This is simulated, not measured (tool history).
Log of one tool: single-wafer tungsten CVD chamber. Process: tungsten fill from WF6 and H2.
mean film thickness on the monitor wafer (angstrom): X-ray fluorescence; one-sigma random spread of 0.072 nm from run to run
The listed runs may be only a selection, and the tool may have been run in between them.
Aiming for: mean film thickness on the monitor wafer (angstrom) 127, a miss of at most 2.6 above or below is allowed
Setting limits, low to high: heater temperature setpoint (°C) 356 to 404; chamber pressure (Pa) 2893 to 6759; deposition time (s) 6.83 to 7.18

run	hour	heater temperature setpoint (°C)	chamber pressure (Pa)	deposition time (s)	mean film thickness on the monitor wafer (angstrom)
1	0	380	4826	7.18	152.69
2	7.4	378	4813	7.18	147.9
3	15.2	376	4800	7.18	141.18
4	17.7	376	5266	7.18	149.59
5	20.1	376	5266	6.83	142.91
6	27.4	375	5266	6.83	138.88
7	32.1	374	5266	6.83	137.05
8	36.3	373	5266	6.83	133.06
9	41.4	372	5266	6.83	130.82

Which of these 4 next moves meets every target?
A	46.5	365	5786	6.83	?
B	46.5	377	4506	6.92	?
C	46.5	368	5373	7.01	?
D	46.5	368	5160	6.83	?

move	mean film thickness on the monitor wafer (angstrom)
A	120.89
B	133.61
C	126.29
D	120.26
A: takes the result that was furthest off past its target
B: its largest miss is bigger than the last run's
C: in spec on every target
D: takes the result that was furthest off past its target
C is the move that brings every result within its allowed miss.
